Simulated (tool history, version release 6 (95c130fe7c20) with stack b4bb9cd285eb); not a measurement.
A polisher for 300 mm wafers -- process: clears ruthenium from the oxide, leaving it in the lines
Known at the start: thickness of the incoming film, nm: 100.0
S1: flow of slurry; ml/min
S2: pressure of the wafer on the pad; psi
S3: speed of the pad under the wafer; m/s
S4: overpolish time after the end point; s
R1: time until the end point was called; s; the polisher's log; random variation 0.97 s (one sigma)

run    day   S1   S2    S3  S4      R1
  1      0  265  2.2  1.24   3  67.358
  2  0.188  265  2.2  1.24   3  67.158
  3  0.483  265  2.8  1.24   3  52.632
  4  0.621  265  2.4  1.22   3  62.807
  5  0.688  265  2.1  1.22   3  72.208
  6  0.829  265  1.9  1.22   3  78.477

Run 7 has not been measured yet. What should we expect?
  7  1.117  265  1.7  1.22   3   ?

{"run 7": {"R1": 87.292}}
